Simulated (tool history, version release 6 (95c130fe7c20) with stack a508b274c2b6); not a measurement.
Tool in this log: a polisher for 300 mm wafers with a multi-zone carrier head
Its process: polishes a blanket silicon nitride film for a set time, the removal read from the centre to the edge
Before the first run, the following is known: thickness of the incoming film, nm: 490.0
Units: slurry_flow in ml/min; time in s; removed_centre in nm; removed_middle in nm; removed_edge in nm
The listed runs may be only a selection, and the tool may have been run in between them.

{"run": 1, "day": 0.0, "slurry_flow": 315, "centre_zone": 1.0, "middle_zone": 1.0, "edge_zone": 1.0, "time": 86, "removed_centre": 167.47, "removed_middle": 161.42, "removed_edge": 168.44}
{"run": 2, "day": 0.321, "slurry_flow": 315, "centre_zone": 1.0, "middle_zone": 1.0, "edge_zone": 1.0, "time": 106, "removed_centre": 206.87, "removed_middle": 196.56, "removed_edge": 204.87}
{"run": 3, "day": 0.612, "slurry_flow": 315, "centre_zone": 0.94, "middle_zone": 1.0, "edge_zone": 1.0, "time": 106, "removed_centre": 198.08, "removed_middle": 195.07, "removed_edge": 205.87}
{"run": 4, "day": 0.704, "slurry_flow": 305, "centre_zone": 0.95, "middle_zone": 0.96, "edge_zone": 0.98, "time": 95, "removed_centre": 178.56, "removed_middle": 173.61, "removed_edge": 180.6}
{"run": 5, "day": 1.004, "slurry_flow": 375, "centre_zone": 0.95, "middle_zone": 0.96, "edge_zone": 0.98, "time": 95, "removed_centre": 181.55, "removed_middle": 173.84, "removed_edge": 182.55}
{"run": 6, "day": 1.346, "slurry_flow": 380, "centre_zone": 0.97, "middle_zone": 0.93, "edge_zone": 0.99, "time": 84, "removed_centre": 164.12, "removed_middle": 151.55, "removed_edge": 165.24}
{"run": 7, "day": 1.396, "slurry_flow": 385, "centre_zone": 0.98, "middle_zone": 0.91, "edge_zone": 0.99, "time": 75, "removed_centre": 145.35, "removed_middle": 134.6, "removed_edge": 145.23}
{"run": 8, "day": 1.417, "slurry_flow": 390, "centre_zone": 1.0, "middle_zone": 0.89, "edge_zone": 1.0, "time": 69, "removed_centre": 134.2, "removed_middle": 120.42, "removed_edge": 132.08}
{"run": 9, "day": 1.642, "slurry_flow": 375, "centre_zone": 1.01, "middle_zone": 0.87, "edge_zone": 1.01, "time": 66, "removed_centre": 129.84, "removed_middle": 113.11, "removed_edge": 131.88}
{"run": 10, "day": 1.933, "slurry_flow": 365, "centre_zone": 1.01, "middle_zone": 0.86, "edge_zone": 0.99, "time": 63, "removed_centre": 126.22, "removed_middle": 107.1, "removed_edge": 122.97}

Forecast run 11:
{"run": 11, "day": 2.067, "slurry_flow": 350, "centre_zone": 1.0, "middle_zone": 0.85, "edge_zone": 0.98, "time": 62, "removed_centre": "?", "removed_middle": "?", "removed_edge": "?"}

removed_centre: 121.17 nm
removed_middle: 104.08 nm
removed_edge: 118.96 nm
